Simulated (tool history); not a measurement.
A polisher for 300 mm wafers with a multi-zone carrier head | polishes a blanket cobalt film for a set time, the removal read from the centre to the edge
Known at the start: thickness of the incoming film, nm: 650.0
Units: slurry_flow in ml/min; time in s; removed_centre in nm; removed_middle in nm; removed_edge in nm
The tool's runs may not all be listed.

{"run": 1, "hour": 0.0, "slurry_flow": 270, "centre_zone": 1.0, "middle_zone": 1.0, "edge_zone": 1.0, "time": 46, "removed_centre": 154.8, "removed_middle": 151.17, "removed_edge": 154.79}
{"run": 2, "hour": 5.1, "slurry_flow": 305, "centre_zone": 1.0, "middle_zone": 1.0, "edge_zone": 1.0, "time": 46, "removed_centre": 154.98, "removed_middle": 153.17, "removed_edge": 158.53}
{"run": 3, "hour": 11.9, "slurry_flow": 305, "centre_zone": 1.0, "middle_zone": 1.0, "edge_zone": 1.03, "time": 46, "removed_centre": 155.81, "removed_middle": 153.63, "removed_edge": 158.29}
{"run": 4, "hour": 14.5, "slurry_flow": 320, "centre_zone": 0.98, "middle_zone": 1.02, "edge_zone": 1.05, "time": 48, "removed_centre": 161.71, "removed_middle": 163.66, "removed_edge": 165.61}
{"run": 5, "hour": 18.6, "slurry_flow": 320, "centre_zone": 0.98, "middle_zone": 0.98, "edge_zone": 1.05, "time": 48, "removed_centre": 161.28, "removed_middle": 158.76, "removed_edge": 166.23}
{"run": 6, "hour": 21.2, "slurry_flow": 320, "centre_zone": 0.98, "middle_zone": 0.98, "edge_zone": 0.98, "time": 48, "removed_centre": 160.69, "removed_middle": 161.15, "removed_edge": 162.46}
{"run": 7, "hour": 23.6, "slurry_flow": 325, "centre_zone": 0.96, "middle_zone": 1.0, "edge_zone": 1.01, "time": 49, "removed_centre": 163.83, "removed_middle": 166.13, "removed_edge": 166.85}
{"run": 8, "hour": 31.1, "slurry_flow": 330, "centre_zone": 0.93, "middle_zone": 1.02, "edge_zone": 1.05, "time": 50, "removed_centre": 161.49, "removed_middle": 170.47, "removed_edge": 174.49}
{"run": 9, "hour": 37.9, "slurry_flow": 330, "centre_zone": 0.93, "middle_zone": 1.02, "edge_zone": 1.05, "time": 50, "removed_centre": 159.73, "removed_middle": 171.35, "removed_edge": 172.53}
{"run": 10, "hour": 40.9, "slurry_flow": 330, "centre_zone": 0.93, "middle_zone": 1.04, "edge_zone": 1.07, "time": 51, "removed_centre": 163.98, "removed_middle": 178.85, "removed_edge": 181.66}

Forecast run 11:
{"run": 11, "hour": 45.3, "slurry_flow": 335, "centre_zone": 0.94, "middle_zone": 1.06, "edge_zone": 1.08, "time": 51, "removed_centre": "?", "removed_middle": "?", "removed_edge": "?"}

removed_centre: 165.97 nm
removed_middle: 178.84 nm
removed_edge: 180.34 nm
